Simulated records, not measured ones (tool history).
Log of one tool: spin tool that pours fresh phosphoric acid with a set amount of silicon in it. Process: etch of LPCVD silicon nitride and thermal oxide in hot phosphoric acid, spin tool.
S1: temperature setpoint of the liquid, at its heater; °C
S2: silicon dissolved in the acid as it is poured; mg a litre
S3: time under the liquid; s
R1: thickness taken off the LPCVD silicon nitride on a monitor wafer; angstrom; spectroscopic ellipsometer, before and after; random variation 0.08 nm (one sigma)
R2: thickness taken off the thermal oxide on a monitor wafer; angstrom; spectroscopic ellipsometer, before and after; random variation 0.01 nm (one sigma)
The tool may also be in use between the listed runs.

Run 1, day 0.000: S1 159.0 °C, S2 10.0 mg a litre, S3 170 s. Result: R1 157.000 angstrom, R2 3.2433 angstrom.
Run 2, day 0.025: S1 159.0 °C, S2 10.5 mg a litre, S3 165 s. Result: R1 152.750 angstrom, R2 3.2881 angstrom.
Run 3, day 0.321: S1 159.0 °C, S2 13.0 mg a litre, S3 165 s. Result: R1 150.290 angstrom, R2 3.0817 angstrom.
Run 4, day 0.346: S1 159.0 °C, S2 13.5 mg a litre, S3 160 s. Result: R1 148.410 angstrom, R2 2.8176 angstrom.
Run 5, day 0.579: S1 157.5 °C, S2 13.5 mg a litre, S3 160 s. Result: R1 140.800 angstrom, R2 2.8957 angstrom.
Run 6, day 0.700: S1 157.5 °C, S2 13.5 mg a litre, S3 200 s. Result: R1 174.440 angstrom, R2 3.4112 angstrom.
Run 7, day 0.812: S1 157.5 °C, S2 14.5 mg a litre, S3 190 s. Result: R1 167.940 angstrom, R2 3.1524 angstrom.
Run 8, day 1.133: S1 157.5 °C, S2 15.0 mg a litre, S3 180 s. Result: R1 157.410 angstrom, R2 2.9871 angstrom.
Run 9, day 1.425: S1 156.5 °C, S2 19.5 mg a litre, S3 100 s. Result: R1 86.307 angstrom, R2 1.1742 angstrom.
Run 10, day 1.483: S1 157.0 °C, S2 19.0 mg a litre, S3 100 s. Result: R1 85.937 angstrom, R2 1.3655 angstrom.

Run 11 comes next. What will it give?
Run 11, day 1.704: S1 157.5 °C, S2 19.0 mg a litre, S3 100 s. Result: R1 ?, R2 ?.

R1: 86.751 angstrom
R2: 1.4055 angstrom
